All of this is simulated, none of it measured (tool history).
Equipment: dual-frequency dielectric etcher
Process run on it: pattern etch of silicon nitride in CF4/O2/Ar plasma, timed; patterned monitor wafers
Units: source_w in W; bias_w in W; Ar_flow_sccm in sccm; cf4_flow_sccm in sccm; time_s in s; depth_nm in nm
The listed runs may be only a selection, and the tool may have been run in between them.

run,hour,source_w,bias_w,Ar_flow_sccm,cf4_flow_sccm,time_s,depth_nm
1,0,700,61,112,123,113.5,306.64
2,5.4,680,61,112,123,113.5,299.38
3,7.6,680,61,112,133,113.5,303.67
4,12.5,600,61,112,133,113.5,274.4
5,16.5,520,61,112,133,113.5,245.6
6,18,520,57,112,133,113.5,239.24

Forecast run 7:
7,25.1,540,57,112,133,113.5,?

depth_nm: 248.16 nm
